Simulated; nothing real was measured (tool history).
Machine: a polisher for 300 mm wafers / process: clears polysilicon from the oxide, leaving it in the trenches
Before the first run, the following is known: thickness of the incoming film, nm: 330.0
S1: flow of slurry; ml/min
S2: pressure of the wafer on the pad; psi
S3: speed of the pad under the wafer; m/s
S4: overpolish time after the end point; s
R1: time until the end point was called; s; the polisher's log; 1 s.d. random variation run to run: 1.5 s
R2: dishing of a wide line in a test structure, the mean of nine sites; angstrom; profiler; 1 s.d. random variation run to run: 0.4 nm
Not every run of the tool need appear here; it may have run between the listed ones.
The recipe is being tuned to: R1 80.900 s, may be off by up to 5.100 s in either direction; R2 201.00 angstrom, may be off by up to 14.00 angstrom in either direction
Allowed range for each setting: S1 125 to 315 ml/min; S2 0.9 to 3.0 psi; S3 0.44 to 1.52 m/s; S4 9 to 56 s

run,hour,S1,S2,S3,S4,R1,R2
1,0.0,205,1.9,0.98,29,38.031,279.75
2,5.2,205,2.1,0.98,29,35.253,277.61
3,8.0,195,2.0,0.92,28,40.439,276.13
4,13.8,195,1.7,0.92,28,46.267,275.80
5,17.6,185,1.7,0.88,26,49.496,274.38
6,18.1,180,1.7,0.84,24,50.338,276.26
7,22.0,175,1.6,0.84,28,54.691,286.91
8,24.4,230,1.3,0.56,14,89.939,228.07
9,27.2,240,1.3,0.56,13,92.803,223.31
# hour 34.5: worn pad replaced by a new one
10,34.5,250,1.3,0.56,13,82.078,236.99
11,41.0,240,1.4,0.54,13,79.829,239.32
12,46.2,250,1.3,0.58,13,79.252,228.28

Which single option among these 4 for the next run brings every result within its allowed miss of target? Just one does.
A,51.4,140,1.9,0.44,39,?,?
B,51.4,190,1.8,0.46,28,?,?
C,51.4,310,1.5,0.48,9,?,?
D,51.4,250,1.9,0.44,18,?,?

move,R1,R2
A,73.693,277.49
B,72.236,274.70
C,78.946,201.43
D,69.892,263.02
A: misses by more than the last run did
B: misses by more than the last run did
C: in spec on every target
D: misses by more than the last run did
So the answer is move C, the one that meets all the targets.
